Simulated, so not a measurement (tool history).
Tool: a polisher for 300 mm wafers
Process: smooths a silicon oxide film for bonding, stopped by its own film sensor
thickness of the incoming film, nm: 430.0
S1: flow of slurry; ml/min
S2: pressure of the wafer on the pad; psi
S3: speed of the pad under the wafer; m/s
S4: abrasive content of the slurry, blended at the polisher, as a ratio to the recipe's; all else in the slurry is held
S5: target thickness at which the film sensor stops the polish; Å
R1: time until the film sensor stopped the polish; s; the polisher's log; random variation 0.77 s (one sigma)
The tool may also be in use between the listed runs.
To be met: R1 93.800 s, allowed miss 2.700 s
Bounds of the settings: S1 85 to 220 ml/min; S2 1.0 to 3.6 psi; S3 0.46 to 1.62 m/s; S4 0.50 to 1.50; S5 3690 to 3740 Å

run,day,S1,S2,S3,S4,S5,R1
1,0.000,140,2.3,1.04,1.00,3690,64.373
2,0.038,135,2.1,1.04,1.00,3690,68.962
3,0.175,135,2.1,0.86,1.00,3690,77.398
4,0.529,150,2.1,0.86,1.00,3690,75.393
5,0.833,125,2.1,0.86,1.00,3690,79.633
6,0.983,105,2.1,0.86,1.00,3690,81.597
7,1.325,105,2.0,0.86,1.00,3690,84.056
8,1.375,105,1.9,0.86,1.00,3690,88.999
9,1.621,100,1.9,0.86,1.00,3690,89.976
10,1.721,95,1.9,0.86,1.00,3690,90.971

Which of these 4 next moves meets every target?
A,1.821,90,2.0,0.92,0.85,3740,?
B,1.821,85,1.7,0.92,0.95,3730,?
C,1.821,100,2.0,0.76,1.00,3740,?
D,1.821,125,1.9,0.80,1.00,3690,?

move,R1
A,88.340
B,93.751
C,86.704
D,88.991
A: further off than the last run
B: meets every target
C: further off than the last run
D: further off than the last run
The right move is B.
